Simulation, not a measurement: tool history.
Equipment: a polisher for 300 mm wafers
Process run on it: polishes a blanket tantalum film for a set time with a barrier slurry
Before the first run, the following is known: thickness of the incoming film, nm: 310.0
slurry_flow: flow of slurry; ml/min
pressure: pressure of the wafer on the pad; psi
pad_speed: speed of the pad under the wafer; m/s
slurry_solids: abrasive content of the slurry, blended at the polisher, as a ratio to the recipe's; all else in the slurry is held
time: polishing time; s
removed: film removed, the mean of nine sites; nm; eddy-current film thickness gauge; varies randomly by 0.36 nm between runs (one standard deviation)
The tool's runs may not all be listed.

Run 1, day 0.000: slurry_flow 160 ml/min, pressure 1.7 psi, pad_speed 0.92 m/s, slurry_solids 1.00, time 31 s. Result: removed 47.368 nm.
Run 2, day 0.225: slurry_flow 160 ml/min, pressure 1.6 psi, pad_speed 0.92 m/s, slurry_solids 1.00, time 31 s. Result: removed 44.112 nm.
Run 3, day 0.538: slurry_flow 155 ml/min, pressure 1.4 psi, pad_speed 0.92 m/s, slurry_solids 1.00, time 31 s. Result: removed 40.099 nm.
Run 4, day 0.621: slurry_flow 155 ml/min, pressure 1.3 psi, pad_speed 0.92 m/s, slurry_solids 1.00, time 31 s. Result: removed 38.080 nm.
Run 5, day 0.721: slurry_flow 155 ml/min, pressure 1.3 psi, pad_speed 1.02 m/s, slurry_solids 1.00, time 31 s. Result: removed 42.082 nm.
Run 6, day 1.029: slurry_flow 155 ml/min, pressure 1.3 psi, pad_speed 1.02 m/s, slurry_solids 1.15, time 31 s. Result: removed 43.294 nm.
Run 7, day 1.225: slurry_flow 150 ml/min, pressure 1.1 psi, pad_speed 1.02 m/s, slurry_solids 1.15, time 31 s. Result: removed 37.873 nm.
Run 8, day 1.358: slurry_flow 145 ml/min, pressure 1.1 psi, pad_speed 1.02 m/s, slurry_solids 1.15, time 31 s. Result: removed 37.797 nm.

Run 9 has not been measured yet. What should we expect?
Run 9, day 1.383: slurry_flow 140 ml/min, pressure 1.1 psi, pad_speed 1.02 m/s, slurry_solids 1.15, time 31 s. Result: removed ?.

Run 9 came out at removed 37.737 nm.
